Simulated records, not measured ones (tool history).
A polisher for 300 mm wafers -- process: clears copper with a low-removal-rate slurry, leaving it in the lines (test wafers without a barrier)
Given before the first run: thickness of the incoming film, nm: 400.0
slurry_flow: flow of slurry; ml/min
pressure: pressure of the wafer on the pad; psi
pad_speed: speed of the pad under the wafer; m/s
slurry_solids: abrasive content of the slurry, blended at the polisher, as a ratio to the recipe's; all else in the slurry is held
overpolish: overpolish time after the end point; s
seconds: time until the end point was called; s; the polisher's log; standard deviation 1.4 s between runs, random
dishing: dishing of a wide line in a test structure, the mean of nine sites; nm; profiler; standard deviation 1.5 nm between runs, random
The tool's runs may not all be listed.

| run | hour | slurry_flow | pressure | pad_speed | slurry_solids | overpolish | seconds | dishing |
|---|---|---|---|---|---|---|---|---|
| 1 | 0 | 260 | 3.1 | 1.18 | 1 | 28 | 107.84 | 58.304 |
| 2 | 2.1 | 260 | 3.2 | 1.18 | 1 | 30 | 106.44 | 59.895 |
| 3 | 4.8 | 260 | 3.3 | 1.18 | 1 | 33 | 105.52 | 64.938 |
| 4 | 8.2 | 260 | 3.4 | 1.18 | 1 | 35 | 100.67 | 68.219 |
| 5 | 16.2 | 260 | 4 | 1.18 | 1 | 35 | 86.111 | 74.73 |
| 6 | 22.9 | 320 | 4 | 1.18 | 1 | 35 | 85.225 | 74.533 |
| 7 | 28.4 | 320 | 3.9 | 1.18 | 1 | 37 | 86.616 | 75.964 |

Run 8 is up next; what results do you expect?
| 8 | 29.7 | 320 | 3.8 | 1.18 | 1 | 38 | ? | ? |

Run 8 came out at seconds 87.532 s, dishing 76.31 nm.
